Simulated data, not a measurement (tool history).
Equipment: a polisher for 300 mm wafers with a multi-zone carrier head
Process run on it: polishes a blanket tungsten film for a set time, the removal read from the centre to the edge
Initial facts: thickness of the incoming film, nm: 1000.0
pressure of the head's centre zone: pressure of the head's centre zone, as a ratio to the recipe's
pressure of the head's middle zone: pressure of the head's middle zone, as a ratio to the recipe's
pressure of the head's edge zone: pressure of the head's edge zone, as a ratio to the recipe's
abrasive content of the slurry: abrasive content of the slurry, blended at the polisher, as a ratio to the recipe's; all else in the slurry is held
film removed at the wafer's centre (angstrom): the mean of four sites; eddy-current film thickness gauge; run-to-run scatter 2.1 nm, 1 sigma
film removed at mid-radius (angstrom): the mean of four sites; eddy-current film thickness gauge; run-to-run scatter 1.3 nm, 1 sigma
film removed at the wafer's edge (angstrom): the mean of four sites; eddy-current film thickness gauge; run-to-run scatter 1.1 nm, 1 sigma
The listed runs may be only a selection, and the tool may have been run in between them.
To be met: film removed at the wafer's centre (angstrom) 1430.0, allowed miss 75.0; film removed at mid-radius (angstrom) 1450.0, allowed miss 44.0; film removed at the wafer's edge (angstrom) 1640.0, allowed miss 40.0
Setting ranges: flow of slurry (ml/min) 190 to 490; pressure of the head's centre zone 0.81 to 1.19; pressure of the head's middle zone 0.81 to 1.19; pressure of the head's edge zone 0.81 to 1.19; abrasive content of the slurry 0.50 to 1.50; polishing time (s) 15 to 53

run	hour	flow of slurry (ml/min)	pressure of the head's centre zone	pressure of the head's middle zone	pressure of the head's edge zone	abrasive content of the slurry	polishing time (s)	film removed at the wafer's centre (angstrom)	film removed at mid-radius (angstrom)	film removed at the wafer's edge (angstrom)
1	0.0	315	1.00	1.00	1.00	1.00	34	1793.8	1728.4	1775.4
2	9.0	315	1.00	1.00	0.97	1.00	34	1748.1	1719.9	1747.1
3	13.6	315	1.00	1.07	0.97	1.00	34	1796.4	1844.9	1765.2
4	19.7	315	1.00	1.04	0.97	1.00	34	1794.8	1786.6	1746.2
5	24.8	310	0.98	1.01	0.97	1.00	34	1717.2	1755.5	1732.7
6	31.4	305	0.97	0.98	0.98	1.00	34	1729.3	1692.3	1744.4
7	34.8	305	0.95	0.96	0.98	1.00	34	1687.1	1654.3	1740.4
8	35.4	300	0.93	0.95	0.98	1.00	34	1643.7	1685.3	1744.3
9	38.7	300	0.92	0.93	0.98	1.00	34	1664.6	1623.5	1742.9
10	43.8	295	0.90	0.92	0.98	0.95	34	1562.8	1591.4	1726.7
11	46.4	290	0.89	0.91	0.97	0.95	34	1577.3	1591.5	1730.1
12	53.0	290	0.88	0.90	0.96	0.90	34	1515.6	1509.4	1670.0
13	60.7	290	0.87	0.90	0.96	0.90	34	1540.6	1569.9	1674.9
14	69.7	285	0.86	0.89	0.96	0.90	34	1461.7	1523.1	1678.6
15	77.4	280	0.86	0.89	0.96	0.90	34	1484.4	1520.9	1697.5
16	80.5	280	0.86	0.89	0.95	0.90	34	1519.6	1546.8	1687.8

Exercise: of the 4 proposed moves below, exactly one satisfies all targets within the stated allowed misses. Which move is it?
A	83.6	255	0.83	0.95	0.88	0.80	36	?	?	?
B	83.6	305	0.90	0.96	0.94	0.90	33	?	?	?
C	83.6	275	0.82	0.84	0.90	0.70	36	?	?	?
D	83.6	300	0.95	0.87	0.84	0.75	36	?	?	?

move	film removed at the wafer's centre (angstrom)	film removed at mid-radius (angstrom)	film removed at the wafer's edge (angstrom)
A	1498.1	1615.7	1673.5
B	1544.7	1563.6	1636.7
C	1456.5	1432.8	1655.3
D	1695.0	1509.7	1649.6
A: moves away from the targets compared with the last run
B: moves away from the targets compared with the last run
C: each result inside its tolerance
D: moves away from the targets compared with the last run
The move that meets every target is C.
